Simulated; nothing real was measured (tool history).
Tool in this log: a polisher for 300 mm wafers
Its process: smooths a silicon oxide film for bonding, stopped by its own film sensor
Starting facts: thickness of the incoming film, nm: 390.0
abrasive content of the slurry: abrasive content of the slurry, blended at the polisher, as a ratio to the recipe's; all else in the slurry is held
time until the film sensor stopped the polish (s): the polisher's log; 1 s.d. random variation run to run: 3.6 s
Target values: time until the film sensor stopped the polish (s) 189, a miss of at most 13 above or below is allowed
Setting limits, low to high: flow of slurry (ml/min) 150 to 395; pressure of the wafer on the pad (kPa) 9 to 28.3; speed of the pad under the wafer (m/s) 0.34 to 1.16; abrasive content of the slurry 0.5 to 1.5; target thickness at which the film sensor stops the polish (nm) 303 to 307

run  hour  flow of slurry (ml/min)  pressure of the wafer on the pad (kPa)  speed of the pad under the wafer (m/s)  abrasive content of the slurry  target thickness at which the film sensor stops the polish (nm)  time until the film sensor stopped the polish (s)
  1     0                      250                                    18.6                                    0.74                               1                                                              307                                             119.94
  2   0.7                      250                                    17.2                                    0.72                               1                                                              307                                             129.25
  3     4                      250                                    15.9                                     0.7                               1                                                              307                                             143.84
  4   5.6                      250                                    15.2                                     0.7                               1                                                              307                                             147.82
  5   8.3                      250                                    15.2                                    0.86                               1                                                              307                                             128.22
  6  14.9                      250                                    15.2                                     0.8                               1                                                              307                                             131.57
  7    16                      250                                    13.8                                    0.78                               1                                                              307                                             151.39
  8  21.4                      250                                    13.1                                    0.78                               1                                                              307                                             151.29
  9    23                      250                                    12.4                                    0.78                               1                                                              307                                             170.33

Of the 4 settings listed for the next run, only one would bring every result within its allowed miss of target. Which one?
  A  24.6                      245                                       9                                     0.8                               1                                                              303                                                  ?
  B  24.6                      255                                    13.8                                     0.7                            1.05                                                              304                                                  ?
  C  24.6                      260                                    10.3                                    0.78                             1.1                                                              303                                                  ?
  D  24.6                      165                                    15.2                                     0.9                             0.7                                                              303                                                  ?

move  time until the film sensor stopped the polish (s)
   A                                             222.71
   B                                              167.9
   C                                             193.78
   D                                             160.15
A: takes the result that was furthest off past its target
B: its largest miss is bigger than the last run's
C: each result inside its tolerance
D: its largest miss is bigger than the last run's
Correct choice: C, which meets every target
